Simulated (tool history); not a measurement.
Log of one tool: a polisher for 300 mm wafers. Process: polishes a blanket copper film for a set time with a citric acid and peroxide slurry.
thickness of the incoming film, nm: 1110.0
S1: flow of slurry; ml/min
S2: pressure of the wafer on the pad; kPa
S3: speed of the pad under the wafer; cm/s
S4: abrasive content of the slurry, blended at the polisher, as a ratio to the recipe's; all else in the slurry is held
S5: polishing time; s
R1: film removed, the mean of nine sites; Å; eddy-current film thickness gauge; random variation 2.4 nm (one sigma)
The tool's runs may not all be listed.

Run 1, hour 0: S1 285 ml/min, S2 26.2 kPa, S3 130 cm/s, S4 1, S5 127 s. Result: R1 5352.9 Å.
Run 2, hour 8.9: S1 285 ml/min, S2 24.8 kPa, S3 130 cm/s, S4 1, S5 127 s. Result: R1 5173 Å.
Run 3, hour 12.6: S1 285 ml/min, S2 24.8 kPa, S3 130 cm/s, S4 0.9, S5 127 s. Result: R1 5044.8 Å.
Run 4, hour 21.5: S1 285 ml/min, S2 24.8 kPa, S3 130 cm/s, S4 0.9, S5 127 s. Result: R1 5078.4 Å.
Run 5, hour 28.4: S1 285 ml/min, S2 29 kPa, S3 130 cm/s, S4 0.9, S5 127 s. Result: R1 5807.6 Å.
Run 6, hour 30.1: S1 285 ml/min, S2 29 kPa, S3 130 cm/s, S4 0.9, S5 133 s. Result: R1 6066 Å.
Run 7, hour 33.6: S1 285 ml/min, S2 26.9 kPa, S3 130 cm/s, S4 0.9, S5 133 s. Result: R1 5688.7 Å.
Run 8, hour 41.9: S1 285 ml/min, S2 25.5 kPa, S3 130 cm/s, S4 0.9, S5 133 s. Result: R1 5416.7 Å.
Run 9, hour 48.7: S1 285 ml/min, S2 24.1 kPa, S3 130 cm/s, S4 0.9, S5 133 s. Result: R1 5131 Å.
Run 10, hour 52.8: S1 285 ml/min, S2 23.4 kPa, S3 130 cm/s, S4 0.9, S5 133 s. Result: R1 4991.2 Å.
Run 11, hour 56.2: S1 285 ml/min, S2 22.8 kPa, S3 130 cm/s, S4 0.9, S5 133 s. Result: R1 4892.5 Å.

Run 12 comes next. What will it give?
Run 12, hour 57.6: S1 285 ml/min, S2 22.1 kPa, S3 130 cm/s, S4 0.9, S5 133 s. Result: R1 ?.

{"run 12": {"R1": 4760.4}}
